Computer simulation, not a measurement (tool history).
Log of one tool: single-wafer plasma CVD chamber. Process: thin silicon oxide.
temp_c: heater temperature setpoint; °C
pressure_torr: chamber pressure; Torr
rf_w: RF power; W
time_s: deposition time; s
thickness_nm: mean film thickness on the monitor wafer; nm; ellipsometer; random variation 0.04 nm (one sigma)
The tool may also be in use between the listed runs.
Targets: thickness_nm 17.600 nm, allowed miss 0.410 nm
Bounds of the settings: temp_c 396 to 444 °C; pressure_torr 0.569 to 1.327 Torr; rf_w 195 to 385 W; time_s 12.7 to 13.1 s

run 1 hour=0.0 | temp_c=420 pressure_torr=0.948 rf_w=290 time_s=12.7 | thickness_nm=25.995
run 2 hour=4.1 | temp_c=420 pressure_torr=0.870 rf_w=280 time_s=12.7 | thickness_nm=23.573
run 3 hour=7.3 | temp_c=420 pressure_torr=0.870 rf_w=280 time_s=12.7 | thickness_nm=23.656
run 4 hour=15.9 | temp_c=420 pressure_torr=0.870 rf_w=280 time_s=13.1 | thickness_nm=24.471
run 5 hour=21.3 | temp_c=420 pressure_torr=0.870 rf_w=280 time_s=12.7 | thickness_nm=23.645
run 6 hour=24.6 | temp_c=420 pressure_torr=0.810 rf_w=280 time_s=12.7 | thickness_nm=21.839
run 7 hour=30.9 | temp_c=420 pressure_torr=0.620 rf_w=275 time_s=12.7 | thickness_nm=15.480
run 8 hour=36.3 | temp_c=420 pressure_torr=0.636 rf_w=275 time_s=12.7 | thickness_nm=16.156
run 9 hour=42.2 | temp_c=420 pressure_torr=0.647 rf_w=275 time_s=12.7 | thickness_nm=16.481
run 10 hour=49.9 | temp_c=420 pressure_torr=0.655 rf_w=275 time_s=12.7 | thickness_nm=16.716
run 11 hour=52.5 | temp_c=420 pressure_torr=0.723 rf_w=275 time_s=12.7 | thickness_nm=19.006
run 12 hour=54.7 | temp_c=420 pressure_torr=0.661 rf_w=275 time_s=12.7 | thickness_nm=16.909
run 13 hour=63.1 | temp_c=420 pressure_torr=0.666 rf_w=275 time_s=12.7 | thickness_nm=17.124

4 next moves are on the table. One of them brings every result within its allowed miss. Which?
run A hour=71.5 | temp_c=422 pressure_torr=0.649 rf_w=285 time_s=12.7 | thickness_nm=?
run B hour=71.5 | temp_c=402 pressure_torr=0.687 rf_w=220 time_s=13.0 | thickness_nm=?
run C hour=71.5 | temp_c=431 pressure_torr=0.709 rf_w=265 time_s=13.1 | thickness_nm=?
run D hour=71.5 | temp_c=423 pressure_torr=0.683 rf_w=315 time_s=13.0 | thickness_nm=?

move=A thickness_nm=16.599
move=B thickness_nm=17.451
move=C thickness_nm=18.779
move=D thickness_nm=18.635
A: further off than the last run
B: meets every target
C: takes the result that was furthest off past its target
D: takes the result that was furthest off past its target
Answer: B
